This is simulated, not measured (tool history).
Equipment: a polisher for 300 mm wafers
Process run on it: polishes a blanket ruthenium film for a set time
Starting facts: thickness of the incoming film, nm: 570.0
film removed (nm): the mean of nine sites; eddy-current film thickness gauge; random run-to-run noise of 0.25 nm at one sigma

run	hour	flow of slurry (ml/min)	pressure of the wafer on the pad (kPa)	speed of the pad under the wafer (cm/s)	polishing time (s)	film removed (nm)
1	0.0	300	10.3	94	119	82.512
2	7.9	365	10.3	94	119	83.776
3	16.3	365	10.3	116	119	103.630
4	23.8	360	8.3	98	119	74.139
5	31.6	360	8.3	112	119	85.977
6	36.5	355	6.9	92	119	62.407
7	38.8	350	6.2	80	119	51.232

The next listed run, before its measurement:
8	45.4	335	4.8	54	119	?

Run 8 measured film removed (nm) 30.353.

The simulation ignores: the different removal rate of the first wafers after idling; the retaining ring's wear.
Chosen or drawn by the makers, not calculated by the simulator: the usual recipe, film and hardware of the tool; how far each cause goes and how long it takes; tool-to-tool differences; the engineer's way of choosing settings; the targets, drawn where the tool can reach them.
